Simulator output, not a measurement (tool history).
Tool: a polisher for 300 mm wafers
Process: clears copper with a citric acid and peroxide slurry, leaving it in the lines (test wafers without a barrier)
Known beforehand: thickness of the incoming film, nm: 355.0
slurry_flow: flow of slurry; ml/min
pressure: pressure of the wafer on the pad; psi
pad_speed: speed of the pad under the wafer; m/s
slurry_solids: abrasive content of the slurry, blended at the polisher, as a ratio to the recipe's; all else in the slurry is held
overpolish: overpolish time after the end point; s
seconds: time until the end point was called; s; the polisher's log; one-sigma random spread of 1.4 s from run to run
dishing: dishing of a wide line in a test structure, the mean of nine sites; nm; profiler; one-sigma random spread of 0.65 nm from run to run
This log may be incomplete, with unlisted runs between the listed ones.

run 1 day=0.000 | slurry_flow=275 pressure=4.0 pad_speed=1.38 slurry_solids=1.0 overpolish=11 | seconds=76.525 dishing=33.195
run 2 day=0.067 | slurry_flow=275 pressure=3.6 pad_speed=1.36 slurry_solids=1.0 overpolish=13 | seconds=86.731 dishing=34.878
run 3 day=0.158 | slurry_flow=275 pressure=3.3 pad_speed=1.36 slurry_solids=1.0 overpolish=14 | seconds=93.687 dishing=32.910
run 4 day=0.454 | slurry_flow=275 pressure=3.3 pad_speed=1.36 slurry_solids=1.0 overpolish=11 | seconds=95.733 dishing=28.009
run 5 day=0.529 | slurry_flow=275 pressure=3.7 pad_speed=1.36 slurry_solids=1.0 overpolish=11 | seconds=84.868 dishing=31.308
run 6 day=0.804 | slurry_flow=275 pressure=3.7 pad_speed=1.36 slurry_solids=1.0 overpolish=14 | seconds=86.438 dishing=37.353
run 7 day=1.175 | slurry_flow=275 pressure=3.5 pad_speed=1.34 slurry_solids=1.0 overpolish=15 | seconds=90.499 dishing=38.040
run 8 day=1.346 | slurry_flow=275 pressure=3.3 pad_speed=1.34 slurry_solids=1.0 overpolish=16 | seconds=93.585 dishing=37.672
run 9 day=1.446 | slurry_flow=275 pressure=3.1 pad_speed=1.32 slurry_solids=1.0 overpolish=17 | seconds=104.300 dishing=38.445

What does the tool deliver on the next run?
run 10 day=1.758 | slurry_flow=275 pressure=3.0 pad_speed=1.32 slurry_solids=1.0 overpolish=17 | seconds=? dishing=?

{"run 10": {"seconds": 104.78, "dishing": 35.23}}
